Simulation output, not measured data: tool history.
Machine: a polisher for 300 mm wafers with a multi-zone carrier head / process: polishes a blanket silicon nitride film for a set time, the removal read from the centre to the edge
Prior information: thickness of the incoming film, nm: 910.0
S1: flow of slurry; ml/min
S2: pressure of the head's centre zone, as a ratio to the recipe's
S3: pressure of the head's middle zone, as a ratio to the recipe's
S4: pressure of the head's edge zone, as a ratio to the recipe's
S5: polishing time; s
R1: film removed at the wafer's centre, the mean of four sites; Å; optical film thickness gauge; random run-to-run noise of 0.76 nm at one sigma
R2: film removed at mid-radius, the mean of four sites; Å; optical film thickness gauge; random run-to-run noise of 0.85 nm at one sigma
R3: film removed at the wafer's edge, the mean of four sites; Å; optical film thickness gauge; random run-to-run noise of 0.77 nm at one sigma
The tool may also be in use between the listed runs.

{"run": 1, "hour": 0.0, "S1": 300, "S2": 1, "S3": 1, "S4": 1, "S5": 67, "R1": 826.81, "R2": 820.64, "R3": 868.7}
{"run": 2, "hour": 4.7, "S1": 305, "S2": 1.02, "S3": 1, "S4": 0.97, "S5": 64, "R1": 803.68, "R2": 789.08, "R3": 796.39}
{"run": 3, "hour": 7.9, "S1": 305, "S2": 1.02, "S3": 0.98, "S4": 0.94, "S5": 63, "R1": 778.91, "R2": 769.6, "R3": 780}
{"run": 4, "hour": 8.6, "S1": 305, "S2": 1.02, "S3": 0.98, "S4": 0.86, "S5": 63, "R1": 792.84, "R2": 775.99, "R3": 749.01}
{"run": 5, "hour": 16.3, "S1": 305, "S2": 1.02, "S3": 1.05, "S4": 0.86, "S5": 63, "R1": 783.9, "R2": 827.15, "R3": 762.39}
{"run": 6, "hour": 21.5, "S1": 305, "S2": 1.03, "S3": 1.03, "S4": 0.85, "S5": 61, "R1": 776.21, "R2": 774.17, "R3": 714.25}

Run 7 comes next. What will it give?
{"run": 7, "hour": 24.1, "S1": 300, "S2": 1.03, "S3": 1.01, "S4": 0.85, "S5": 60, "R1": "?", "R2": "?", "R3": "?"}

{"run 7": {"R1": 759.89, "R2": 736.09, "R3": 715.88}}
